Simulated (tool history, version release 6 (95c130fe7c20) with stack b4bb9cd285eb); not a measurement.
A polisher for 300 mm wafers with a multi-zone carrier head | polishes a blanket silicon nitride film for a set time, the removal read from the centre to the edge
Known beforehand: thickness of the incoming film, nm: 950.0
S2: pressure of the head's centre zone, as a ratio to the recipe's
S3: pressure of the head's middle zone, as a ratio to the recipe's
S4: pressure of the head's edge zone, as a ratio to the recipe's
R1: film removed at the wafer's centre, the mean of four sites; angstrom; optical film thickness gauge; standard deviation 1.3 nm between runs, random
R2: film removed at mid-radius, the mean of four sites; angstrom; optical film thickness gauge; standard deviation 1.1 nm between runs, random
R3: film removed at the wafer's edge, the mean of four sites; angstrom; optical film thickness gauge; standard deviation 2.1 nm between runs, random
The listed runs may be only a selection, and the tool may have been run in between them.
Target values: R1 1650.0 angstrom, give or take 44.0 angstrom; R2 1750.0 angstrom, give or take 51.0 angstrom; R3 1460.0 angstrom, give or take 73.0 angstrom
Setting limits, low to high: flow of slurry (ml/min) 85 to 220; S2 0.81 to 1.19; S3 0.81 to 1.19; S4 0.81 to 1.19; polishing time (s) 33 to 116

Run 1, hour 0.0: flow of slurry (ml/min) 140, S2 1.00, S3 1.00, S4 1.00, polishing time (s) 74. Result: R1 1249.3 angstrom, R2 1328.1 angstrom, R3 1350.1 angstrom.
Run 2, hour 7.0: flow of slurry (ml/min) 160, S2 1.05, S3 1.06, S4 0.99, polishing time (s) 75. Result: R1 1349.5 angstrom, R2 1444.1 angstrom, R3 1391.2 angstrom.
Run 3, hour 15.7: flow of slurry (ml/min) 185, S2 1.05, S3 1.06, S4 0.99, polishing time (s) 75. Result: R1 1375.3 angstrom, R2 1452.2 angstrom, R3 1425.3 angstrom.
Run 4, hour 18.1: flow of slurry (ml/min) 185, S2 0.98, S3 1.06, S4 0.99, polishing time (s) 75. Result: R1 1287.0 angstrom, R2 1476.9 angstrom, R3 1381.3 angstrom.
Run 5, hour 26.1: flow of slurry (ml/min) 185, S2 0.98, S3 0.98, S4 0.99, polishing time (s) 75. Result: R1 1289.7 angstrom, R2 1374.9 angstrom, R3 1415.2 angstrom.
Run 6, hour 28.2: flow of slurry (ml/min) 190, S2 1.04, S3 1.05, S4 0.95, polishing time (s) 77. Result: R1 1425.3 angstrom, R2 1498.9 angstrom, R3 1443.2 angstrom.
Run 7, hour 35.1: flow of slurry (ml/min) 195, S2 1.07, S3 1.10, S4 0.92, polishing time (s) 78. Result: R1 1484.7 angstrom, R2 1581.7 angstrom, R3 1452.6 angstrom.
Run 8, hour 40.1: flow of slurry (ml/min) 200, S2 1.09, S3 1.13, S4 0.89, polishing time (s) 79. Result: R1 1502.8 angstrom, R2 1667.0 angstrom, R3 1474.2 angstrom.
Run 9, hour 40.8: flow of slurry (ml/min) 205, S2 1.12, S3 1.15, S4 0.86, polishing time (s) 79. Result: R1 1571.1 angstrom, R2 1696.5 angstrom, R3 1454.5 angstrom.
Run 10, hour 42.6: flow of slurry (ml/min) 210, S2 1.13, S3 1.16, S4 0.85, polishing time (s) 79. Result: R1 1610.4 angstrom, R2 1686.0 angstrom, R3 1430.7 angstrom.
Run 11, hour 51.3: flow of slurry (ml/min) 210, S2 1.13, S3 1.17, S4 0.85, polishing time (s) 79. Result: R1 1592.1 angstrom, R2 1721.8 angstrom, R3 1430.1 angstrom.

Consider the 5 candidate settings below. Which is the only one whose results all fall within their allowed miss of target?
Run A, hour 60.0: flow of slurry (ml/min) 220, S2 1.08, S3 1.13, S4 0.86, polishing time (s) 80. Result: R1 ?, R2 ?, R3 ?.
Run B, hour 60.0: flow of slurry (ml/min) 210, S2 1.09, S3 1.13, S4 0.90, polishing time (s) 79. Result: R1 ?, R2 ?, R3 ?.
Run C, hour 60.0: flow of slurry (ml/min) 210, S2 1.15, S3 1.16, S4 0.87, polishing time (s) 75. Result: R1 ?, R2 ?, R3 ?.
Run D, hour 60.0: flow of slurry (ml/min) 200, S2 1.10, S3 1.02, S4 0.92, polishing time (s) 91. Result: R1 ?, R2 ?, R3 ?.
Run E, hour 60.0: flow of slurry (ml/min) 200, S2 1.16, S3 1.18, S4 0.87, polishing time (s) 80. Result: R1 ?, R2 ?, R3 ?.

move      R1      R2      R3
   A  1556.8  1697.9  1444.2
   B  1541.4  1666.6  1442.1
   C  1544.8  1617.9  1352.7
   D  1777.6  1747.6  1668.5
   E  1650.4  1740.0  1435.6
A: moves away from the targets compared with the last run
B: moves away from the targets compared with the last run
C: moves away from the targets compared with the last run
D: the result that was furthest off in the last run now lies on the other side of its target
E: every result lands within tolerance
E meets every target.
